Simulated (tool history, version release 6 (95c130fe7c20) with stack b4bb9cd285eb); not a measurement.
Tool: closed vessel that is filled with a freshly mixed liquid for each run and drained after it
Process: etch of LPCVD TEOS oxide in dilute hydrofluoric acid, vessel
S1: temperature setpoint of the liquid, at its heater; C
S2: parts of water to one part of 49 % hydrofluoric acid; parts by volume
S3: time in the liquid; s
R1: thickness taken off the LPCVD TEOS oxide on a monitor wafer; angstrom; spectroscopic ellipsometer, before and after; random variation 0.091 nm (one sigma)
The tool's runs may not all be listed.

{"run": 1, "hour": 0.0, "S1": 20.0, "S2": 180, "S3": 70, "R1": 73.117}
{"run": 2, "hour": 2.3, "S1": 23.0, "S2": 180, "S3": 70, "R1": 81.657}
{"run": 3, "hour": 5.2, "S1": 23.0, "S2": 215, "S3": 70, "R1": 66.529}
{"run": 4, "hour": 6.9, "S1": 23.0, "S2": 215, "S3": 70, "R1": 66.322}
{"run": 5, "hour": 14.6, "S1": 23.0, "S2": 215, "S3": 40, "R1": 37.986}
{"run": 6, "hour": 23.3, "S1": 23.5, "S2": 195, "S3": 40, "R1": 43.733}
{"run": 7, "hour": 27.2, "S1": 22.5, "S2": 175, "S3": 45, "R1": 53.508}

Forecast run 8:
{"run": 8, "hour": 31.5, "S1": 26.5, "S2": 105, "S3": 50, "R1": "?"}

Run 8 gave R1 125.980 angstrom.

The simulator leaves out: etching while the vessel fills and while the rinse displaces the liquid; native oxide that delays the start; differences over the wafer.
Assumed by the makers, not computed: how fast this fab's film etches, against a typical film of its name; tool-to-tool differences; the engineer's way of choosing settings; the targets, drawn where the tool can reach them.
